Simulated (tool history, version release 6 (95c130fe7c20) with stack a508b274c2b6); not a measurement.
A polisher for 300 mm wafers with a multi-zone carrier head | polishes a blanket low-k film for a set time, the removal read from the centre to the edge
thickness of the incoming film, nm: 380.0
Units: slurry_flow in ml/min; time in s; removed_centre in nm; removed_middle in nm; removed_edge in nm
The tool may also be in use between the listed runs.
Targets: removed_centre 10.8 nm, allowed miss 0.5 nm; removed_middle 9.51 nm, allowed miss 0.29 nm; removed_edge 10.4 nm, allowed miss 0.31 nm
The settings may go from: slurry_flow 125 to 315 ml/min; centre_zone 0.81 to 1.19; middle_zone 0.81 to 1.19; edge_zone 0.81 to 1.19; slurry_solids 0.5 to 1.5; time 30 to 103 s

Run 1, hour 0: slurry_flow 205 ml/min, centre_zone 1, middle_zone 1, edge_zone 1, slurry_solids 1, time 66 s. Result: removed_centre 18.174 nm, removed_middle 18.691 nm, removed_edge 19.076 nm.
Run 2, hour 4.2: slurry_flow 200 ml/min, centre_zone 1.01, middle_zone 0.96, edge_zone 0.97, slurry_solids 0.85, time 61 s. Result: removed_centre 15.296 nm, removed_middle 14.912 nm, removed_edge 15.321 nm.
Run 3, hour 4.8: slurry_flow 190 ml/min, centre_zone 1, middle_zone 0.92, edge_zone 0.95, slurry_solids 0.75, time 60 s. Result: removed_centre 13.294 nm, removed_middle 12.574 nm, removed_edge 13.4 nm.
Run 4, hour 6.4: slurry_flow 190 ml/min, centre_zone 1, middle_zone 0.87, edge_zone 0.95, slurry_solids 0.75, time 60 s. Result: removed_centre 12.899 nm, removed_middle 12.13 nm, removed_edge 13.573 nm.
At hour 8.5: slurry nozzle cleaned.
Run 5, hour 8.5: slurry_flow 180 ml/min, centre_zone 1, middle_zone 0.86, edge_zone 0.92, slurry_solids 0.7, time 60 s. Result: removed_centre 12.557 nm, removed_middle 11.493 nm, removed_edge 12.516 nm.
Run 6, hour 11.6: slurry_flow 180 ml/min, centre_zone 1, middle_zone 0.91, edge_zone 0.92, slurry_solids 0.7, time 60 s. Result: removed_centre 12.825 nm, removed_middle 11.959 nm, removed_edge 12.767 nm.
Run 7, hour 13.3: slurry_flow 155 ml/min, centre_zone 1.01, middle_zone 0.81, edge_zone 0.85, slurry_solids 0.5, time 57 s. Result: removed_centre 7.5839 nm, removed_middle 6.5345 nm, removed_edge 7.1677 nm.
Run 8, hour 19: slurry_flow 210 ml/min, centre_zone 1, middle_zone 0.87, edge_zone 0.94, slurry_solids 0.5, time 54 s. Result: removed_centre 7.4358 nm, removed_middle 6.7365 nm, removed_edge 7.1854 nm.
Run 9, hour 22.2: slurry_flow 190 ml/min, centre_zone 1.03, middle_zone 0.91, edge_zone 0.99, slurry_solids 0.5, time 54 s. Result: removed_centre 7.3754 nm, removed_middle 6.8433 nm, removed_edge 7.4868 nm.
Run 10, hour 30.9: slurry_flow 185 ml/min, centre_zone 1.03, middle_zone 0.9, edge_zone 0.96, slurry_solids 0.55, time 54 s. Result: removed_centre 8.7025 nm, removed_middle 7.9945 nm, removed_edge 8.6912 nm.
Run 11, hour 38.8: slurry_flow 170 ml/min, centre_zone 1.06, middle_zone 0.92, edge_zone 0.96, slurry_solids 0.55, time 54 s. Result: removed_centre 8.7464 nm, removed_middle 8.1695 nm, removed_edge 8.427 nm.
Run 12, hour 46.6: slurry_flow 170 ml/min, centre_zone 1.07, middle_zone 0.9, edge_zone 0.96, slurry_solids 0.6, time 54 s. Result: removed_centre 10.129 nm, removed_middle 8.9114 nm, removed_edge 9.6987 nm.
Run 13, hour 51.8: slurry_flow 170 ml/min, centre_zone 1.07, middle_zone 0.9, edge_zone 0.96, slurry_solids 0.6, time 54 s. Result: removed_centre 10.103 nm, removed_middle 8.769 nm, removed_edge 9.5717 nm.
Run 14, hour 60.6: slurry_flow 160 ml/min, centre_zone 1.08, middle_zone 0.91, edge_zone 0.97, slurry_solids 0.6, time 54 s. Result: removed_centre 10.328 nm, removed_middle 8.9704 nm, removed_edge 9.5532 nm.
Run 15, hour 66.6: slurry_flow 155 ml/min, centre_zone 1.08, middle_zone 0.91, edge_zone 0.99, slurry_solids 0.6, time 54 s. Result: removed_centre 10.134 nm, removed_middle 8.768 nm, removed_edge 9.8283 nm.
Run 16, hour 74.3: slurry_flow 150 ml/min, centre_zone 1.09, middle_zone 0.92, edge_zone 0.99, slurry_solids 0.6, time 54 s. Result: removed_centre 9.9183 nm, removed_middle 8.9292 nm, removed_edge 9.5845 nm.
Run 17, hour 78.9: slurry_flow 145 ml/min, centre_zone 1.1, middle_zone 0.92, edge_zone 0.99, slurry_solids 0.6, time 54 s. Result: removed_centre 10.299 nm, removed_middle 8.9441 nm, removed_edge 9.656 nm.
Run 18, hour 82.9: slurry_flow 145 ml/min, centre_zone 1.1, middle_zone 0.92, edge_zone 1, slurry_solids 0.6, time 54 s. Result: removed_centre 10.154 nm, removed_middle 8.9065 nm, removed_edge 9.7609 nm.
Run 19, hour 85.3: slurry_flow 140 ml/min, centre_zone 1.1, middle_zone 0.92, edge_zone 1, slurry_solids 0.6, time 54 s. Result: removed_centre 10.291 nm, removed_middle 8.8099 nm, removed_edge 9.5743 nm.
Run 20, hour 91.1: slurry_flow 145 ml/min, centre_zone 1.1, middle_zone 0.92, edge_zone 1.01, slurry_solids 0.6, time 54 s. Result: removed_centre 10.107 nm, removed_middle 8.8675 nm, removed_edge 9.6708 nm.
Run 21, hour 94.1: slurry_flow 140 ml/min, centre_zone 1.1, middle_zone 0.93, edge_zone 1.02, slurry_solids 0.6, time 54 s. Result: removed_centre 10.089 nm, removed_middle 8.896 nm, removed_edge 9.733 nm.

Which of these 5 next moves meets every target?
Run A, hour 97.1: slurry_flow 125 ml/min, centre_zone 1.14, middle_zone 1.02, edge_zone 0.98, slurry_solids 0.7, time 46 s. Result: removed_centre ?, removed_middle ?, removed_edge ?.
Run B, hour 97.1: slurry_flow 135 ml/min, centre_zone 1.14, middle_zone 0.98, edge_zone 1.14, slurry_solids 0.75, time 43 s. Result: removed_centre ?, removed_middle ?, removed_edge ?.
Run C, hour 97.1: slurry_flow 170 ml/min, centre_zone 1, middle_zone 0.9, edge_zone 1.06, slurry_solids 0.7, time 46 s. Result: removed_centre ?, removed_middle ?, removed_edge ?.
Run D, hour 97.1: slurry_flow 155 ml/min, centre_zone 1.08, middle_zone 0.82, edge_zone 1.12, slurry_solids 0.65, time 47 s. Result: removed_centre ?, removed_middle ?, removed_edge ?.
Run E, hour 97.1: slurry_flow 195 ml/min, centre_zone 1.19, middle_zone 1.02, edge_zone 0.96, slurry_solids 0.55, time 59 s. Result: removed_centre ?, removed_middle ?, removed_edge ?.

move  removed_centre  removed_middle  removed_edge
   A          10.533          9.7128        9.6186
   B          10.655          9.5306        10.453
   C          9.7244          9.2254        10.289
   D          9.7166          8.0522        9.8956
   E          11.034          9.7047        9.3822
A: further off than the last run
B: meets every target
C: brings the result that was furthest off to its target, and leaves another outside
D: further off than the last run
E: further off than the last run
Answer: B

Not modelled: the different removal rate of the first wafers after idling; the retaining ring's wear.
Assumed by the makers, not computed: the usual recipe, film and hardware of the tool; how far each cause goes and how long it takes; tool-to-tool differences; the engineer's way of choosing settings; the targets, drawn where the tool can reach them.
